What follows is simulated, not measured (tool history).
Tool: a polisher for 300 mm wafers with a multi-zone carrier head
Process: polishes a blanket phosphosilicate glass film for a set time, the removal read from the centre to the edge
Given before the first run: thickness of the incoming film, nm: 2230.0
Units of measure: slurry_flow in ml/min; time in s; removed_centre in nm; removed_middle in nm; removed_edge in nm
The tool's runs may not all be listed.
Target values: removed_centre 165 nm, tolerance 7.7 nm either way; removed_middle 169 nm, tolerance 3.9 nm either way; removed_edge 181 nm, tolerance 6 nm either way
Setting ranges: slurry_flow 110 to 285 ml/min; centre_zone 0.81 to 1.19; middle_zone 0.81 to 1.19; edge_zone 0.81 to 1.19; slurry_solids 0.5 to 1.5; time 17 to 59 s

{"run": 1, "day": 0.0, "slurry_flow": 180, "centre_zone": 1, "middle_zone": 1, "edge_zone": 1, "slurry_solids": 1, "time": 38, "removed_centre": 235.71, "removed_middle": 239.99, "removed_edge": 235.56}
{"run": 2, "day": 0.325, "slurry_flow": 180, "centre_zone": 1, "middle_zone": 1, "edge_zone": 0.93, "slurry_solids": 1, "time": 38, "removed_centre": 241.07, "removed_middle": 236.07, "removed_edge": 226.3}
{"run": 3, "day": 0.458, "slurry_flow": 180, "centre_zone": 1, "middle_zone": 1, "edge_zone": 0.93, "slurry_solids": 1, "time": 32, "removed_centre": 193.99, "removed_middle": 200.4, "removed_edge": 192.12}
{"run": 4, "day": 0.592, "slurry_flow": 180, "centre_zone": 1.08, "middle_zone": 1, "edge_zone": 0.93, "slurry_solids": 1, "time": 32, "removed_centre": 217.82, "removed_middle": 198.21, "removed_edge": 194.57}
{"run": 5, "day": 0.638, "slurry_flow": 145, "centre_zone": 1.08, "middle_zone": 1, "edge_zone": 0.93, "slurry_solids": 1, "time": 32, "removed_centre": 211.06, "removed_middle": 192.82, "removed_edge": 190.69}
{"run": 6, "day": 0.875, "slurry_flow": 140, "centre_zone": 1.06, "middle_zone": 0.98, "edge_zone": 0.93, "slurry_solids": 1, "time": 32, "removed_centre": 198.57, "removed_middle": 190.01, "removed_edge": 187.86}
{"run": 7, "day": 1.012, "slurry_flow": 135, "centre_zone": 1.05, "middle_zone": 0.96, "edge_zone": 0.93, "slurry_solids": 1, "time": 32, "removed_centre": 202.94, "removed_middle": 183.83, "removed_edge": 189.67}
{"run": 8, "day": 1.054, "slurry_flow": 135, "centre_zone": 1.03, "middle_zone": 0.95, "edge_zone": 0.93, "slurry_solids": 1, "time": 32, "removed_centre": 196.64, "removed_middle": 184.88, "removed_edge": 186.92}
{"run": 9, "day": 1.275, "slurry_flow": 130, "centre_zone": 1.01, "middle_zone": 0.94, "edge_zone": 0.94, "slurry_solids": 1, "time": 32, "removed_centre": 194.05, "removed_middle": 181.22, "removed_edge": 183.95}
{"run": 10, "day": 1.571, "slurry_flow": 130, "centre_zone": 0.99, "middle_zone": 0.93, "edge_zone": 0.96, "slurry_solids": 1, "time": 32, "removed_centre": 188.79, "removed_middle": 182.65, "removed_edge": 187.28}
{"run": 11, "day": 1.829, "slurry_flow": 130, "centre_zone": 0.98, "middle_zone": 0.92, "edge_zone": 0.97, "slurry_solids": 1, "time": 32, "removed_centre": 185.68, "removed_middle": 178.43, "removed_edge": 189.56}
{"run": 12, "day": 2.117, "slurry_flow": 130, "centre_zone": 0.97, "middle_zone": 0.92, "edge_zone": 0.97, "slurry_solids": 1, "time": 32, "removed_centre": 182.31, "removed_middle": 177.8, "removed_edge": 190.81}
{"run": 13, "day": 2.412, "slurry_flow": 130, "centre_zone": 0.96, "middle_zone": 0.92, "edge_zone": 0.96, "slurry_solids": 1, "time": 32, "removed_centre": 179.17, "removed_middle": 178.38, "removed_edge": 190.57}
{"run": 14, "day": 2.742, "slurry_flow": 130, "centre_zone": 0.95, "middle_zone": 0.92, "edge_zone": 0.95, "slurry_solids": 1, "time": 32, "removed_centre": 182.31, "removed_middle": 179.09, "removed_edge": 189.82}
{"run": 15, "day": 3.033, "slurry_flow": 130, "centre_zone": 0.94, "middle_zone": 0.92, "edge_zone": 0.95, "slurry_solids": 1, "time": 32, "removed_centre": 174.62, "removed_middle": 178.89, "removed_edge": 189.21}
{"run": 16, "day": 3.35, "slurry_flow": 130, "centre_zone": 0.94, "middle_zone": 0.92, "edge_zone": 0.94, "slurry_solids": 1, "time": 32, "removed_centre": 176.09, "removed_middle": 179.99, "removed_edge": 187.5}
{"run": 17, "day": 3.408, "slurry_flow": 130, "centre_zone": 0.94, "middle_zone": 0.91, "edge_zone": 0.94, "slurry_solids": 1, "time": 32, "removed_centre": 183.23, "removed_middle": 179.63, "removed_edge": 189.67}

5 candidate next runs follow, results not yet known. Just one meets every target within its allowed miss. Identify it.
{"run": "A", "day": 3.467, "slurry_flow": 130, "centre_zone": 0.97, "middle_zone": 0.89, "edge_zone": 0.88, "slurry_solids": 0.9, "time": 37, "removed_centre": "?", "removed_middle": "?", "removed_edge": "?"}
{"run": "B", "day": 3.467, "slurry_flow": 195, "centre_zone": 0.88, "middle_zone": 0.87, "edge_zone": 0.93, "slurry_solids": 1.1, "time": 29, "removed_centre": "?", "removed_middle": "?", "removed_edge": "?"}
{"run": "C", "day": 3.467, "slurry_flow": 155, "centre_zone": 1.04, "middle_zone": 0.82, "edge_zone": 0.86, "slurry_solids": 1, "time": 31, "removed_centre": "?", "removed_middle": "?", "removed_edge": "?"}
{"run": "D", "day": 3.467, "slurry_flow": 155, "centre_zone": 0.83, "middle_zone": 0.92, "edge_zone": 1.03, "slurry_solids": 1.1, "time": 32, "removed_centre": "?", "removed_middle": "?", "removed_edge": "?"}
{"run": "E", "day": 3.467, "slurry_flow": 140, "centre_zone": 0.88, "middle_zone": 0.95, "edge_zone": 1.03, "slurry_solids": 0.95, "time": 33, "removed_centre": "?", "removed_middle": "?", "removed_edge": "?"}

move=A removed_centre=202.1 removed_middle=194.46 removed_edge=203.06
move=B removed_centre=165.26 removed_middle=171.18 removed_edge=183.57
move=C removed_centre=194.89 removed_middle=162.97 removed_edge=179.59
move=D removed_centre=166.87 removed_middle=192.66 removed_edge=206.84
move=E removed_centre=169.21 removed_middle=189.38 removed_edge=198.61
A: the biggest miss grows against the last run
B: hits every target within its allowed miss
C: the result that was furthest off in the last run now lies on the other side of its target
D: the biggest miss grows against the last run
E: the biggest miss grows against the last run
Correct choice: B, which meets every target
